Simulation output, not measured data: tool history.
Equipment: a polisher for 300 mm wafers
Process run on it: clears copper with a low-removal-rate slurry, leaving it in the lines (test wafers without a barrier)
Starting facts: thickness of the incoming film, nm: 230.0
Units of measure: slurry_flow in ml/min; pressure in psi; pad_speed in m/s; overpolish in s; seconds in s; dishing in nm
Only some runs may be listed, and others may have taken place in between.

run	hour	slurry_flow	pressure	pad_speed	slurry_solids	overpolish	seconds	dishing
1	0.0	235	2.3	0.96	1.0	28	103.70	37.768
2	9.0	235	2.1	0.96	1.0	28	114.64	33.349
3	12.0	235	2.0	0.96	1.0	26	118.84	30.772
4	14.1	270	2.0	0.96	1.0	26	118.15	31.563
5	18.0	270	2.0	0.96	1.0	24	117.58	29.281
6	22.0	270	2.0	0.96	1.0	34	117.93	38.007
7	28.9	270	1.9	0.96	1.0	30	122.77	34.172
8	30.8	270	1.9	0.96	1.0	27	122.93	30.986
9	32.2	270	1.9	0.96	1.0	25	123.56	28.954

Expected results for the next run?
10	41.2	270	1.9	0.96	1.0	23	?	?

{"run 10": {"seconds": 121.52, "dishing": 27.896}}

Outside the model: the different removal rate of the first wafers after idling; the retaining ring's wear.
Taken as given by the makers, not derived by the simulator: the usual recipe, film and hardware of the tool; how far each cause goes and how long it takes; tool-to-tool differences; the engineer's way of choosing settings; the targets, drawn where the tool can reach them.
